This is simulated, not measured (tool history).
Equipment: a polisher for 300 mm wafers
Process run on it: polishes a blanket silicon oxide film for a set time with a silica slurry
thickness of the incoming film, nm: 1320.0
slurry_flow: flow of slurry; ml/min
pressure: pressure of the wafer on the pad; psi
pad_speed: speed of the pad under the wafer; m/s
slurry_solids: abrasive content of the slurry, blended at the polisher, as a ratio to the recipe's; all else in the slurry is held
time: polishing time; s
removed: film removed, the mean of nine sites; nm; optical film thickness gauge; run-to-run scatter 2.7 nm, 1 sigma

run	day	slurry_flow	pressure	pad_speed	slurry_solids	time	removed
1	0	190	3.5	1.5	1	72	295.61
2	0.021	190	3.5	1.5	1	76	313.3
3	0.108	190	3.3	1.5	1	76	296.13
4	0.267	190	3.7	1.5	1	76	334.71
5	0.504	190	3.5	1.5	1	76	313.95
6	0.692	190	3.5	1.5	1	76	313.47
7	0.854	190	3.3	1.5	1	76	290.39
8	1.138	190	3.2	1.5	1	76	286.33
9	1.408	190	3.1	1.5	1	76	278.52
10	1.712	190	3	1.5	1	76	266

Predict the results of run 11:
11	1.846	190	2.9	1.5	1	76	?

removed: 257.79 nm

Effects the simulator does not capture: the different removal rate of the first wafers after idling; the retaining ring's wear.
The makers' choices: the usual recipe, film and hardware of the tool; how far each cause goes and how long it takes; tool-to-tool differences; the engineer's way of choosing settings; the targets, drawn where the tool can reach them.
